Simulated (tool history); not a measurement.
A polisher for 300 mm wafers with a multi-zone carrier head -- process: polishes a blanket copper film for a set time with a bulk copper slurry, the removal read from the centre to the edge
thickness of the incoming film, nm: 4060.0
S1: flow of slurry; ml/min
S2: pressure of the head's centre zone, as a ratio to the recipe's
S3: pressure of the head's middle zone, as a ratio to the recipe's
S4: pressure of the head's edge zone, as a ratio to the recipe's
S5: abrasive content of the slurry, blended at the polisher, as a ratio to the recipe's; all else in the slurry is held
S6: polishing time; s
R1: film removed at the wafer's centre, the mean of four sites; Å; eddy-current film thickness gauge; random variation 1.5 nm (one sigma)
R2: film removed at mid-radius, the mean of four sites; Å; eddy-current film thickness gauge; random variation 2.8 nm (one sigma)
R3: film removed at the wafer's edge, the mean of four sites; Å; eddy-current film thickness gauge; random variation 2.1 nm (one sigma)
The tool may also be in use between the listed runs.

run	day	S1	S2	S3	S4	S5	S6	R1	R2	R3
1	0.000	250	1.00	1.00	1.00	1.00	38	2361.8	2356.7	2249.1
2	0.350	230	0.97	0.96	1.04	1.00	38	2306.2	2255.1	2295.7
3	0.529	220	0.94	0.94	1.07	1.00	38	2256.1	2124.6	2297.9
4	0.871	215	0.91	0.95	1.10	1.05	38	2241.0	2231.6	2385.7
5	1.033	205	0.89	0.94	1.11	1.05	38	2203.5	2194.8	2378.4
6	1.317	205	0.89	1.00	1.11	1.05	38	2195.3	2356.4	2360.4

Run 7 has not been measured yet. What should we expect?
7	1.392	200	0.88	0.97	1.12	1.05	38	?	?	?

Run 7 produced R1 2153.9 Å, R2 2318.5 Å, R3 2419.5 Å.
